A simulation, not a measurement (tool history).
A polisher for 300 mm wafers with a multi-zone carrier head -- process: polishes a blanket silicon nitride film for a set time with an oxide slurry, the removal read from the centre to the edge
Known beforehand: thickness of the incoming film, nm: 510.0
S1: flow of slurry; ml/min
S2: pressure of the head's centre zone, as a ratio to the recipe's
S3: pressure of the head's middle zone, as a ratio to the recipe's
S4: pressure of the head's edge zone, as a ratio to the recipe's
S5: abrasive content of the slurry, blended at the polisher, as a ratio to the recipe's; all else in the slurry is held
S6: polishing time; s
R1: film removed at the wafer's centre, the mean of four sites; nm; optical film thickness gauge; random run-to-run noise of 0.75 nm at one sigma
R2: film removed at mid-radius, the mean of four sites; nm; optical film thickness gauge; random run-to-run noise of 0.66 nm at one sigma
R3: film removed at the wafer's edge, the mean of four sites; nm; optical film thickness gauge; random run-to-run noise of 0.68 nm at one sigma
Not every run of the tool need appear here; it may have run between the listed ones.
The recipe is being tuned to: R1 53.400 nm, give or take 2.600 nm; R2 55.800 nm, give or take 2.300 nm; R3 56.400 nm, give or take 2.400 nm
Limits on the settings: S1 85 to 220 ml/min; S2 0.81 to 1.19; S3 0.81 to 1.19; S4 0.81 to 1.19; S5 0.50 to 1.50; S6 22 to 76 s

{"run": 1, "hour": 0.0, "S1": 140, "S2": 1.0, "S3": 1.0, "S4": 1.0, "S5": 1.0, "S6": 49, "R1": 44.007, "R2": 43.506, "R3": 42.872}
{"run": 2, "hour": 8.7, "S1": 140, "S2": 1.0, "S3": 1.04, "S4": 1.0, "S5": 1.0, "S6": 49, "R1": 44.234, "R2": 44.387, "R3": 43.22}
{"run": 3, "hour": 11.4, "S1": 170, "S2": 1.0, "S3": 1.04, "S4": 1.0, "S5": 1.0, "S6": 49, "R1": 46.555, "R2": 46.245, "R3": 44.595}
{"run": 4, "hour": 14.4, "S1": 175, "S2": 0.99, "S3": 1.05, "S4": 1.03, "S5": 1.05, "S6": 49, "R1": 48.182, "R2": 48.524, "R3": 45.954}
{"run": 5, "hour": 19.6, "S1": 170, "S2": 0.97, "S3": 1.03, "S4": 1.05, "S5": 1.1, "S6": 50, "R1": 48.969, "R2": 49.56, "R3": 48.697}
{"run": 6, "hour": 24.3, "S1": 170, "S2": 1.03, "S3": 1.03, "S4": 1.05, "S5": 1.1, "S6": 50, "R1": 51.473, "R2": 49.104, "R3": 48.458}
{"run": 7, "hour": 32.8, "S1": 170, "S2": 1.01, "S3": 1.03, "S4": 1.08, "S5": 1.15, "S6": 50, "R1": 51.524, "R2": 49.474, "R3": 50.099}
{"run": 8, "hour": 41.0, "S1": 175, "S2": 0.99, "S3": 1.04, "S4": 1.1, "S5": 1.2, "S6": 50, "R1": 50.787, "R2": 51.745, "R3": 51.466}

Next run, 4 choices. One meets every target within its allowed miss, the rest don't. Which?
{"run": "A", "hour": 49.2, "S1": 215, "S2": 1.06, "S3": 1.05, "S4": 1.02, "S5": 1.35, "S6": 44, "R1": "?", "R2": "?", "R3": "?"}
{"run": "B", "hour": 49.2, "S1": 170, "S2": 0.9, "S3": 0.93, "S4": 1.11, "S5": 1.25, "S6": 52, "R1": "?", "R2": "?", "R3": "?"}
{"run": "C", "hour": 49.2, "S1": 170, "S2": 0.91, "S3": 0.97, "S4": 1.03, "S5": 1.15, "S6": 58, "R1": "?", "R2": "?", "R3": "?"}
{"run": "D", "hour": 49.2, "S1": 180, "S2": 0.95, "S3": 1.06, "S4": 1.17, "S5": 1.1, "S6": 51, "R1": "?", "R2": "?", "R3": "?"}

move=A R1=52.613 R2=50.073 R3=47.129
move=B R1=49.873 R2=49.948 R3=54.885
move=C R1=54.184 R2=55.650 R3=56.833
move=D R1=49.081 R2=52.166 R3=52.532
A: moves away from the targets compared with the last run
B: meets the target for the result that was furthest off, but another lies outside its allowed miss
C: all results land within tolerance of their targets
D: better than the last run, though not everything is in spec
Go with C: it meets all targets.
